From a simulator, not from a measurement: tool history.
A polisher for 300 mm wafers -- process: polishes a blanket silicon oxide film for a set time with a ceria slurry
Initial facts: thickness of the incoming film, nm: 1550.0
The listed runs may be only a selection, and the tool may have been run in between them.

| run | hour | flow of slurry (ml/min) | pressure of the wafer on the pad (psi) | speed of the pad under the wafer (cm/s) | polishing time (s) | film removed (angstrom) |
|---|---|---|---|---|---|---|
| 1 | 0 | 175 | 3.1 | 84 | 32 | 1063.5 |
| 2 | 1.5 | 175 | 3.6 | 84 | 32 | 1211.9 |
| 3 | 9.5 | 175 | 3.6 | 84 | 32 | 1205.9 |
| 4 | 11.3 | 175 | 4.1 | 84 | 32 | 1378 |
| 5 | 16.6 | 215 | 4.1 | 84 | 32 | 1388.1 |
| 6 | 25.4 | 185 | 4.1 | 84 | 32 | 1392.1 |
| 7 | 31 | 185 | 3.6 | 84 | 32 | 1216.8 |
| 8 | 33.8 | 185 | 3.3 | 84 | 32 | 1127.5 |
| 9 | 40.6 | 185 | 3.1 | 84 | 32 | 1080.3 |
| 10 | 48.7 | 185 | 2.9 | 84 | 32 | 1006.2 |

Estimate the outcome of run 11 from the log above:
| 11 | 51.5 | 185 | 2.8 | 84 | 32 | ? |

film removed (angstrom): 980.1
